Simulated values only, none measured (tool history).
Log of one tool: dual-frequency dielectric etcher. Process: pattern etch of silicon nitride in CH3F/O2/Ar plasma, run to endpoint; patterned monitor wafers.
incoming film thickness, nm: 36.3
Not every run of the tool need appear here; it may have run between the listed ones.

run,hour,source power (kW),bias power (kW),endpoint time (s)
1,0,0.47,0.058,56.33
2,2.2,0.45,0.056,58.534
3,5.5,0.43,0.055,61.158
4,7.2,0.43,0.048,63.104
5,13,0.43,0.054,61.346
6,22,0.43,0.06,59.794
7,27.4,0.42,0.06,59.949
8,30.6,0.41,0.06,60.945
9,31.8,0.4,0.06,62.582
10,33.4,0.39,0.06,63.47
11,36.3,0.29,0.056,82.721
12,38.3,0.3,0.056,79.684
13,44.1,0.4,0.06,63.095

Expected results for the next run?
14,48.2,0.39,0.06,?

endpoint time (s): 64.014
